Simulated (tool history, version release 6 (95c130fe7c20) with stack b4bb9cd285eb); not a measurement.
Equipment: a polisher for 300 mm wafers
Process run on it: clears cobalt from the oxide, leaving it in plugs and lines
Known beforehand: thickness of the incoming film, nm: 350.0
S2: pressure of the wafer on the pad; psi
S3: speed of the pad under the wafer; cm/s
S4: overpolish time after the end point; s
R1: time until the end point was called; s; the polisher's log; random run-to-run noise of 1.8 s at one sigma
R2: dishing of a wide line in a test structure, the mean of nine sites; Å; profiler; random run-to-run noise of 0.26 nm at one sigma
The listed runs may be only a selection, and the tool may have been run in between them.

{"run": 1, "hour": 0.0, "flow of slurry (ml/min)": 305, "S2": 2.1, "S3": 94, "S4": 18, "R1": 85.506, "R2": 352.88}
{"run": 2, "hour": 5.0, "flow of slurry (ml/min)": 300, "S2": 1.9, "S3": 92, "S4": 14, "R1": 98.018, "R2": 298.47}
{"run": 3, "hour": 5.7, "flow of slurry (ml/min)": 260, "S2": 1.9, "S3": 92, "S4": 14, "R1": 98.561, "R2": 291.7}
{"run": 4, "hour": 12.3, "flow of slurry (ml/min)": 215, "S2": 1.9, "S3": 92, "S4": 14, "R1": 99.391, "R2": 297.48}
{"run": 5, "hour": 16.7, "flow of slurry (ml/min)": 300, "S2": 1.6, "S3": 100, "S4": 11, "R1": 104.34, "R2": 244.21}
{"run": 6, "hour": 17.9, "flow of slurry (ml/min)": 300, "S2": 1.3, "S3": 100, "S4": 11, "R1": 126.03, "R2": 217.57}
{"run": 7, "hour": 23.3, "flow of slurry (ml/min)": 300, "S2": 1.3, "S3": 104, "S4": 9, "R1": 118.22, "R2": 191.15}

Expected results for the next run?
{"run": 8, "hour": 26.4, "flow of slurry (ml/min)": 300, "S2": 1.4, "S3": 106, "S4": 9, "R1": "?", "R2": "?"}

Run 8 yielded R1 111.520 s, R2 207.70 Å.
